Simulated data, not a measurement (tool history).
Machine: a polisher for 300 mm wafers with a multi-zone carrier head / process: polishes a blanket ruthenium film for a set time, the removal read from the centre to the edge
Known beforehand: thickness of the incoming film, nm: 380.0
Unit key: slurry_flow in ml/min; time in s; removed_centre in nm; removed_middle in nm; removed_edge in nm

run 1 hour=0.0 | slurry_flow=160 centre_zone=1.00 middle_zone=1.00 edge_zone=1.00 time=39 | removed_centre=49.510 removed_middle=48.829 removed_edge=48.533
run 2 hour=6.2 | slurry_flow=170 centre_zone=1.00 middle_zone=1.02 edge_zone=1.02 time=39 | removed_centre=48.610 removed_middle=49.672 removed_edge=50.031
run 3 hour=11.5 | slurry_flow=170 centre_zone=1.00 middle_zone=1.02 edge_zone=1.08 time=39 | removed_centre=49.193 removed_middle=50.166 removed_edge=51.015
run 4 hour=13.1 | slurry_flow=170 centre_zone=1.00 middle_zone=1.02 edge_zone=1.14 time=39 | removed_centre=49.031 removed_middle=49.243 removed_edge=52.824
run 5 hour=14.2 | slurry_flow=170 centre_zone=1.00 middle_zone=1.02 edge_zone=1.14 time=31 | removed_centre=39.463 removed_middle=39.936 removed_edge=41.794
run 6 hour=21.0 | slurry_flow=170 centre_zone=1.00 middle_zone=1.02 edge_zone=1.14 time=40 | removed_centre=49.372 removed_middle=51.092 removed_edge=54.019
run 7 hour=29.0 | slurry_flow=180 centre_zone=1.01 middle_zone=1.04 edge_zone=1.13 time=40 | removed_centre=51.405 removed_middle=52.750 removed_edge=54.398

Forecast run 8:
run 8 hour=30.7 | slurry_flow=185 centre_zone=1.02 middle_zone=1.05 edge_zone=1.12 time=40 | removed_centre=? removed_middle=? removed_edge=?

removed_centre: 52.714 nm
removed_middle: 52.766 nm
removed_edge: 53.761 nm
